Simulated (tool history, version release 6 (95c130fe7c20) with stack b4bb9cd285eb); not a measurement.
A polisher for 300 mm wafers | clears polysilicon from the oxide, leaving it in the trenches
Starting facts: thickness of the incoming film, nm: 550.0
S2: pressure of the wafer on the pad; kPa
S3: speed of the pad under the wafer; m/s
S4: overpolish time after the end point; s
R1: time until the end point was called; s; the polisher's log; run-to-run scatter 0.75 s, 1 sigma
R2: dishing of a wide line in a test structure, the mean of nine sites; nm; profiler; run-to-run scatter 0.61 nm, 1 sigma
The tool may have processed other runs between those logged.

run 1 hour=0 | flow_of_slurry_(ml/min)=170 S2=20.7 S3=1.18 S4=15 | R1=30.385 R2=32.133
run 2 hour=8.4 | flow_of_slurry_(ml/min)=170 S2=16.5 S3=1.18 S4=15 | R1=35.204 R2=32.806
run 3 hour=11.3 | flow_of_slurry_(ml/min)=170 S2=17.2 S3=1.08 S4=13 | R1=36.316 R2=32.761
run 4 hour=17.6 | flow_of_slurry_(ml/min)=165 S2=17.9 S3=1 S4=15 | R1=38.652 R2=32.174
run 5 hour=25.9 | flow_of_slurry_(ml/min)=165 S2=22.8 S3=1 S4=15 | R1=34.571 R2=33.671
run 6 hour=30.9 | flow_of_slurry_(ml/min)=165 S2=22.8 S3=1 S4=9 | R1=33.066 R2=32.087
run 7 hour=35.5 | flow_of_slurry_(ml/min)=160 S2=20 S3=1 S4=7 | R1=37.055 R2=31.338
run 8 hour=40.8 | flow_of_slurry_(ml/min)=160 S2=20 S3=1 S4=7 | R1=36.1 R2=31.414

Estimate the outcome of run 9 from the log above:
run 9 hour=46.2 | flow_of_slurry_(ml/min)=155 S2=18.6 S3=1 S4=6 | R1=? R2=?

{"run 9": {"R1": 37.557, "R2": 30.125}}
